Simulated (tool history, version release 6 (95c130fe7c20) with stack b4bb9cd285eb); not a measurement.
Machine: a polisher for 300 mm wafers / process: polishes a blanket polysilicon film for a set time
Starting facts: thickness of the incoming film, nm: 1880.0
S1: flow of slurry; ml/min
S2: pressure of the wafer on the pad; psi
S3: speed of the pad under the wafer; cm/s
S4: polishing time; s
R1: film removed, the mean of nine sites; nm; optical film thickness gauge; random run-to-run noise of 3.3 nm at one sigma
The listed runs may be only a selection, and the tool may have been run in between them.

{"run": 1, "hour": 0.0, "S1": 260, "S2": 2.7, "S3": 112, "S4": 40, "R1": 372.74}
{"run": 2, "hour": 6.1, "S1": 260, "S2": 2.7, "S3": 134, "S4": 40, "R1": 445.2}
{"run": 3, "hour": 10.4, "S1": 210, "S2": 2.7, "S3": 134, "S4": 40, "R1": 421.26}
{"run": 4, "hour": 17.8, "S1": 205, "S2": 2.4, "S3": 130, "S4": 40, "R1": 377.89}
{"run": 5, "hour": 24.8, "S1": 205, "S2": 2.1, "S3": 130, "S4": 40, "R1": 346.65}
{"run": 6, "hour": 29.1, "S1": 205, "S2": 2.1, "S3": 112, "S4": 40, "R1": 302.77}
{"run": 7, "hour": 36.3, "S1": 205, "S2": 2.1, "S3": 112, "S4": 40, "R1": 304.86}
{"run": 8, "hour": 37.0, "S1": 205, "S2": 1.9, "S3": 108, "S4": 40, "R1": 284.01}

Predict the results of run 9:
{"run": 9, "hour": 39.9, "S1": 205, "S2": 1.8, "S3": 106, "S4": 40, "R1": "?"}

{"run 9": {"R1": 266.41}}
